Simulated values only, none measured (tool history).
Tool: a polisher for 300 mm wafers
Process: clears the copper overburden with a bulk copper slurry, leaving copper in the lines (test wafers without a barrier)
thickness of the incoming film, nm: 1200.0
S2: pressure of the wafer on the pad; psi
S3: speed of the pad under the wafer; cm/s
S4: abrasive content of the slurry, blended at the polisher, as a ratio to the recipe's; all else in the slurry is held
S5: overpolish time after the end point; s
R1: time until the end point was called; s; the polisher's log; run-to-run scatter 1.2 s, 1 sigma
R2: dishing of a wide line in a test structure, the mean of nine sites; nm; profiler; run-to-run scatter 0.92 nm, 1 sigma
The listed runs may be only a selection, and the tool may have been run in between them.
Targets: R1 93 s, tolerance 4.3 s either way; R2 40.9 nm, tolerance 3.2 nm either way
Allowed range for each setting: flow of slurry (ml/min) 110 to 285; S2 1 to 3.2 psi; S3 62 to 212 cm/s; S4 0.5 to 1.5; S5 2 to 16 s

run 1 hour=0 | flow_of_slurry_(ml/min)=180 S2=2.1 S3=136 S4=1 S5=8 | R1=119.54 R2=46.086
run 2 hour=6.1 | flow_of_slurry_(ml/min)=185 S2=2.2 S3=136 S4=1 S5=7 | R1=117.52 R2=44.341
run 3 hour=11.1 | flow_of_slurry_(ml/min)=185 S2=2.4 S3=138 S4=1 S5=6 | R1=106.65 R2=43.017
run 4 hour=15 | flow_of_slurry_(ml/min)=165 S2=2.4 S3=138 S4=1 S5=6 | R1=104.96 R2=42.226
run 5 hour=20.1 | flow_of_slurry_(ml/min)=165 S2=2.4 S3=138 S4=1 S5=5 | R1=106.83 R2=36.237
run 6 hour=21.9 | flow_of_slurry_(ml/min)=165 S2=2.4 S3=138 S4=1 S5=2 | R1=104.9 R2=15.887
run 7 hour=25.1 | flow_of_slurry_(ml/min)=165 S2=2.6 S3=134 S4=1 S5=3 | R1=101.85 R2=24.257
run 8 hour=28 | flow_of_slurry_(ml/min)=165 S2=2.7 S3=132 S4=1 S5=3 | R1=100.34 R2=23.852
run 9 hour=36.1 | flow_of_slurry_(ml/min)=165 S2=2.8 S3=132 S4=1 S5=4 | R1=94.932 R2=33.653
run 10 hour=38.4 | flow_of_slurry_(ml/min)=165 S2=2.9 S3=130 S4=1 S5=4 | R1=94.544 R2=32.927

Which one of the following 4 next-run settings gets every result inside its allowed miss? There is exactly one.
run A hour=40.7 | flow_of_slurry_(ml/min)=175 S2=2.9 S3=114 S4=1.1 S5=4 | R1=? R2=?
run B hour=40.7 | flow_of_slurry_(ml/min)=175 S2=3.1 S3=128 S4=1 S5=3 | R1=? R2=?
run C hour=40.7 | flow_of_slurry_(ml/min)=135 S2=2.9 S3=136 S4=1 S5=5 | R1=? R2=?
run D hour=40.7 | flow_of_slurry_(ml/min)=155 S2=2.6 S3=138 S4=0.95 S5=4 | R1=? R2=?

move=A R1=102.84 R2=31.426
move=B R1=88.396 R2=27.875
move=C R1=92.283 R2=41.901
move=D R1=100.61 R2=31.911
A: misses by more than the last run did
B: misses by more than the last run did
C: every result within its allowed miss
D: misses by more than the last run did
The right move is C.

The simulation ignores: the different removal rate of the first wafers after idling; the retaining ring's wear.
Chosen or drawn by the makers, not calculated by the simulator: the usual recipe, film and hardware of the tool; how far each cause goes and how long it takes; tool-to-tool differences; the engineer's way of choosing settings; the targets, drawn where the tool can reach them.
